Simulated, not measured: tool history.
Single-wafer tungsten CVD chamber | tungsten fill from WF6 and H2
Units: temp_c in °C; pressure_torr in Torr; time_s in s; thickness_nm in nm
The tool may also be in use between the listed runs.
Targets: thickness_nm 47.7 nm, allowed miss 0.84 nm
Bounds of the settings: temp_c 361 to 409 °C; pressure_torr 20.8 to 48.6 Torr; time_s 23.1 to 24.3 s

run,hour,temp_c,pressure_torr,time_s,thickness_nm
1,0,385,34.7,24.3,57.3
2,2.7,382,34.6,24.3,53.466
3,6.8,382,34.6,24.3,53.922
4,12.2,380,34.6,24.3,51.378
5,13.7,380,37.9,24.3,54.551
6,16.7,378,37.9,24.3,51.747
7,22.9,377,37.9,24.3,50.598
8,24.9,376,37.9,24.3,49.548

Which of these 5 next moves meets every target?
A,26.9,376,39.2,24.3,?
B,26.9,380,33.4,24.3,?
C,26.9,376,36.6,23.9,?
D,26.9,378,38.6,24.3,?
E,26.9,378,35.6,24.3,?

move,thickness_nm
A,50.728
B,50.346
C,47.901
D,52.571
E,50.089
A: further off than the last run
B: further off than the last run
C: meets every target
D: further off than the last run
E: further off than the last run
Move C is the one to make.

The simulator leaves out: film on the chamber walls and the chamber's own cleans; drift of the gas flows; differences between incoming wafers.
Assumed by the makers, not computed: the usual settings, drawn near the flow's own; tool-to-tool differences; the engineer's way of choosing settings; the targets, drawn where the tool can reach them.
